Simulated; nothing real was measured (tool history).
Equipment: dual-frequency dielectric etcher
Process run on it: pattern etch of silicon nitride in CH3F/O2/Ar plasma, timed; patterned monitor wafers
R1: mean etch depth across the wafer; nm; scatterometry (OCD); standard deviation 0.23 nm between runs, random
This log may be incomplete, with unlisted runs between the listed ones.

Run 1, hour 0: source power (kW) 0.32, bias power (kW) 0.087, etch time (s) 49. Result: R1 33.084 nm.
Run 2, hour 4.3: source power (kW) 0.32, bias power (kW) 0.087, etch time (s) 51. Result: R1 34.126 nm.
Run 3, hour 12.7: source power (kW) 0.34, bias power (kW) 0.088, etch time (s) 51. Result: R1 35.541 nm.
Run 4, hour 17.5: source power (kW) 0.34, bias power (kW) 0.078, etch time (s) 51. Result: R1 33.881 nm.
Run 5, hour 22: source power (kW) 0.36, bias power (kW) 0.079, etch time (s) 51. Result: R1 35.199 nm.
Run 6, hour 24.7: source power (kW) 0.36, bias power (kW) 0.079, etch time (s) 51. Result: R1 35.093 nm.
Run 7, hour 27.3: source power (kW) 0.37, bias power (kW) 0.08, etch time (s) 51. Result: R1 36.205 nm.
Run 8, hour 30.6: source power (kW) 0.38, bias power (kW) 0.08, etch time (s) 51. Result: R1 36.564 nm.
Run 9, hour 34.4: source power (kW) 0.39, bias power (kW) 0.08, etch time (s) 51. Result: R1 36.785 nm.

What does the tool deliver on the next run?
Run 10, hour 39.9: source power (kW) 0.4, bias power (kW) 0.08, etch time (s) 51. Result: R1 ?.

R1: 37.237 nm

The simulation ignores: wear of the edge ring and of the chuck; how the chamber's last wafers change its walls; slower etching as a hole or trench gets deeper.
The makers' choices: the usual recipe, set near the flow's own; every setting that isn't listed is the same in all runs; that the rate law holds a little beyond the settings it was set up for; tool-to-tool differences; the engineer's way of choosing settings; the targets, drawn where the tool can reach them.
